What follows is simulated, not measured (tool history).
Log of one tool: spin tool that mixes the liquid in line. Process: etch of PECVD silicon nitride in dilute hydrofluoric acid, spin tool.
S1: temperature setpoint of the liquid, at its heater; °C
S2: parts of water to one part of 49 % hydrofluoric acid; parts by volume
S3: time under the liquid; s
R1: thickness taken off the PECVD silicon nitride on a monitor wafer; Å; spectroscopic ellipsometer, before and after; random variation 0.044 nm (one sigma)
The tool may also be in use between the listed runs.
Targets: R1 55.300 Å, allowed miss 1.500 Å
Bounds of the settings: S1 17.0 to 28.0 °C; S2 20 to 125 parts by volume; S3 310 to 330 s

run,hour,S1,S2,S3,R1
1,0.0,20.0,70,310,76.646
2,4.8,20.0,50,310,104.860
3,5.6,19.5,55,310,92.966
4,7.7,19.5,55,330,96.760
5,11.9,19.0,60,330,86.839
6,14.1,18.5,65,330,78.163
7,18.5,18.0,70,330,70.216
8,24.2,17.5,75,330,63.905
9,25.4,17.0,80,330,58.523

Which of these 5 next moves meets every target?
A,26.6,17.0,70,310,?
B,26.6,17.5,85,325,?
C,26.6,21.0,90,310,?
D,26.6,17.0,85,310,?
E,26.6,18.0,80,325,?

move,R1
A,60.966
B,54.834
C,62.945
D,50.505
E,60.224
A: further off than the last run
B: meets every target
C: further off than the last run
D: takes the result that was furthest off past its target
E: further off than the last run
Move B is the one to make.
